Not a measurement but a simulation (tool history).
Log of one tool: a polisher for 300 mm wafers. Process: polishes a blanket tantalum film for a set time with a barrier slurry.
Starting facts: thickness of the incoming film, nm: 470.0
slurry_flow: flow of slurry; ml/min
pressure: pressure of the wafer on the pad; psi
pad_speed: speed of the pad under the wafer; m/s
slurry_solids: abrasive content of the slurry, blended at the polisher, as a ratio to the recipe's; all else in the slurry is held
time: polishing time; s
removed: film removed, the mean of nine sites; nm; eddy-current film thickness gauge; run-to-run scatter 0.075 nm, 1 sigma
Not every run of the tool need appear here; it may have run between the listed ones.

Run 1, hour 0: slurry_flow 290 ml/min, pressure 1.4 psi, pad_speed 0.92 m/s, slurry_solids 1, time 17 s. Result: removed 22.367 nm.
Run 2, hour 7.1: slurry_flow 290 ml/min, pressure 1.3 psi, pad_speed 0.9 m/s, slurry_solids 1, time 17 s. Result: removed 20.15 nm.
Run 3, hour 12.7: slurry_flow 290 ml/min, pressure 1.5 psi, pad_speed 0.9 m/s, slurry_solids 1, time 17 s. Result: removed 23.222 nm.
Run 4, hour 16.3: slurry_flow 290 ml/min, pressure 1.4 psi, pad_speed 0.88 m/s, slurry_solids 1, time 17 s. Result: removed 21.192 nm.
Run 5, hour 17.5: slurry_flow 290 ml/min, pressure 1.3 psi, pad_speed 0.86 m/s, slurry_solids 1, time 17 s. Result: removed 19.264 nm.
Run 6, hour 18.4: slurry_flow 290 ml/min, pressure 1.2 psi, pad_speed 0.84 m/s, slurry_solids 1, time 17 s. Result: removed 17.663 nm.
Run 7, hour 19.1: slurry_flow 290 ml/min, pressure 1.1 psi, pad_speed 0.82 m/s, slurry_solids 1, time 17 s. Result: removed 15.962 nm.
Run 8, hour 27.6: slurry_flow 280 ml/min, pressure 0.7 psi, pad_speed 0.76 m/s, slurry_solids 1, time 17 s. Result: removed 9.465 nm.
Run 9, hour 28.6: slurry_flow 360 ml/min, pressure 0.8 psi, pad_speed 0.76 m/s, slurry_solids 1, time 17 s. Result: removed 11.016 nm.

What will run 10 give?
Run 10, hour 32.5: slurry_flow 355 ml/min, pressure 0.8 psi, pad_speed 0.76 m/s, slurry_solids 1, time 17 s. Result: removed ?.

removed: 10.787 nm
